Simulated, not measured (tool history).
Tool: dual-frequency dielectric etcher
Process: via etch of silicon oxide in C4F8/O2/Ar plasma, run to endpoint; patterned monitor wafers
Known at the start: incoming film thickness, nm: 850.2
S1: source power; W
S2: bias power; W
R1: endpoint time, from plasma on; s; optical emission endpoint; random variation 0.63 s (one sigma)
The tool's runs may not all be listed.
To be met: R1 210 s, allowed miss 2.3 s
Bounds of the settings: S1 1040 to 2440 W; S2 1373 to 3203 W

run 1 hour=0 | S1=1740 S2=2288 | R1=173.71
run 2 hour=3.4 | S1=1740 S2=2619 | R1=168.14
run 3 hour=10.1 | S1=1630 S2=2526 | R1=177.1
run 4 hour=17.1 | S1=1550 S2=2520 | R1=181.88
run 5 hour=22.1 | S1=1490 S2=2515 | R1=185.71
run 6 hour=29.5 | S1=1440 S2=2511 | R1=190.56
run 7 hour=36.8 | S1=1090 S2=2481 | R1=228.15
run 8 hour=37.9 | S1=1120 S2=2482 | R1=222.86
run 9 hour=38.7 | S1=1140 S2=2483 | R1=221.55
run 10 hour=45.7 | S1=1400 S2=2508 | R1=192.7
run 11 hour=54.1 | S1=1190 S2=2499 | R1=214.3
run 12 hour=56 | S1=1200 S2=2499 | R1=213.4

5 next moves are on the table. One of them brings every result within its allowed miss. Which?
run A hour=57.9 | S1=1160 S2=2526 | R1=?
run B hour=57.9 | S1=1260 S2=2519 | R1=?
run C hour=57.9 | S1=1220 S2=2190 | R1=?
run D hour=57.9 | S1=1260 S2=2573 | R1=?
run E hour=57.9 | S1=1260 S2=2313 | R1=?

move=A R1=218.14
move=B R1=206.86
move=C R1=218.58
move=D R1=205.75
move=E R1=211.28
A: further off than the last run
B: takes the result that was furthest off past its target
C: further off than the last run
D: takes the result that was furthest off past its target
E: meets every target
The right move is E.
